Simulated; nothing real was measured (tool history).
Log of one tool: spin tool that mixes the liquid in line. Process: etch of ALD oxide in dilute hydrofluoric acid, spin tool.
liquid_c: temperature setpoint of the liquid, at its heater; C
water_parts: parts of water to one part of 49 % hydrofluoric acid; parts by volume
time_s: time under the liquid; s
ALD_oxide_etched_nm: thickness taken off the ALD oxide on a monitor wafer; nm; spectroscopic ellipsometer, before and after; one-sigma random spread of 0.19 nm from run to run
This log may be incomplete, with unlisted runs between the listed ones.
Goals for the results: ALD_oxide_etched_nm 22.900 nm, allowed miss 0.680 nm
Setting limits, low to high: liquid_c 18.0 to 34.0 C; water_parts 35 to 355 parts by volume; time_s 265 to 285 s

run 1 hour=0.0 | liquid_c=26.0 water_parts=195 time_s=265 | ALD_oxide_etched_nm=33.241
run 2 hour=5.2 | liquid_c=24.0 water_parts=200 time_s=265 | ALD_oxide_etched_nm=30.093
run 3 hour=12.1 | liquid_c=24.0 water_parts=140 time_s=265 | ALD_oxide_etched_nm=45.025
run 4 hour=18.4 | liquid_c=24.0 water_parts=140 time_s=265 | ALD_oxide_etched_nm=45.815
run 5 hour=27.1 | liquid_c=24.0 water_parts=140 time_s=265 | ALD_oxide_etched_nm=45.378
run 6 hour=28.6 | liquid_c=24.0 water_parts=140 time_s=285 | ALD_oxide_etched_nm=49.890
run 7 hour=35.1 | liquid_c=22.5 water_parts=170 time_s=285 | ALD_oxide_etched_nm=37.332
run 8 hour=37.6 | liquid_c=21.0 water_parts=180 time_s=285 | ALD_oxide_etched_nm=32.278
run 9 hour=43.7 | liquid_c=20.0 water_parts=190 time_s=285 | ALD_oxide_etched_nm=29.275
run 10 hour=47.3 | liquid_c=19.5 water_parts=195 time_s=285 | ALD_oxide_etched_nm=27.745
run 11 hour=53.4 | liquid_c=19.0 water_parts=200 time_s=285 | ALD_oxide_etched_nm=26.200
run 12 hour=60.7 | liquid_c=18.5 water_parts=205 time_s=285 | ALD_oxide_etched_nm=25.542
run 13 hour=69.5 | liquid_c=18.5 water_parts=210 time_s=285 | ALD_oxide_etched_nm=24.533

Exercise: of the 4 proposed moves below, exactly one satisfies all targets within the stated allowed misses. Which move is it?
run A hour=78.3 | liquid_c=19.0 water_parts=205 time_s=285 | ALD_oxide_etched_nm=?
run B hour=78.3 | liquid_c=18.0 water_parts=205 time_s=265 | ALD_oxide_etched_nm=?
run C hour=78.3 | liquid_c=20.5 water_parts=205 time_s=285 | ALD_oxide_etched_nm=?
run D hour=78.3 | liquid_c=18.0 water_parts=195 time_s=285 | ALD_oxide_etched_nm=?

move=A ALD_oxide_etched_nm=25.656
move=B ALD_oxide_etched_nm=22.940
move=C ALD_oxide_etched_nm=27.185
move=D ALD_oxide_etched_nm=26.180
A: lands further from the targets than the last run did
B: meets every target
C: lands further from the targets than the last run did
D: lands further from the targets than the last run did
The right move is B.
